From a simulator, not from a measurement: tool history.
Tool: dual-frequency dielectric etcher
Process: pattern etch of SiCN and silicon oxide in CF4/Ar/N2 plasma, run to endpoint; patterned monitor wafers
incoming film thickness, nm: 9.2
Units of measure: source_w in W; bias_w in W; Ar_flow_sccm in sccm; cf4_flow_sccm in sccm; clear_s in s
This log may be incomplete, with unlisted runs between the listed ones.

Run 1, hour 0.0: source_w 450 W, bias_w 85 W, Ar_flow_sccm 76 sccm, cf4_flow_sccm 78 sccm. Result: clear_s 10.3980 s.
Run 2, hour 7.6: source_w 450 W, bias_w 85 W, Ar_flow_sccm 76 sccm, cf4_flow_sccm 91 sccm. Result: clear_s 10.2050 s.
Run 3, hour 15.2: source_w 400 W, bias_w 85 W, Ar_flow_sccm 76 sccm, cf4_flow_sccm 91 sccm. Result: clear_s 11.4870 s.
Run 4, hour 20.3: source_w 420 W, bias_w 85 W, Ar_flow_sccm 76 sccm, cf4_flow_sccm 91 sccm. Result: clear_s 10.8870 s.
Run 5, hour 27.6: source_w 420 W, bias_w 75 W, Ar_flow_sccm 76 sccm, cf4_flow_sccm 91 sccm. Result: clear_s 11.2560 s.
Run 6, hour 33.3: source_w 470 W, bias_w 75 W, Ar_flow_sccm 76 sccm, cf4_flow_sccm 91 sccm. Result: clear_s 9.9828 s.

Run 7 is up next; what results do you expect?
Run 7, hour 37.7: source_w 480 W, bias_w 75 W, Ar_flow_sccm 76 sccm, cf4_flow_sccm 91 sccm. Result: clear_s ?.

{"run 7": {"clear_s": 9.8431}}
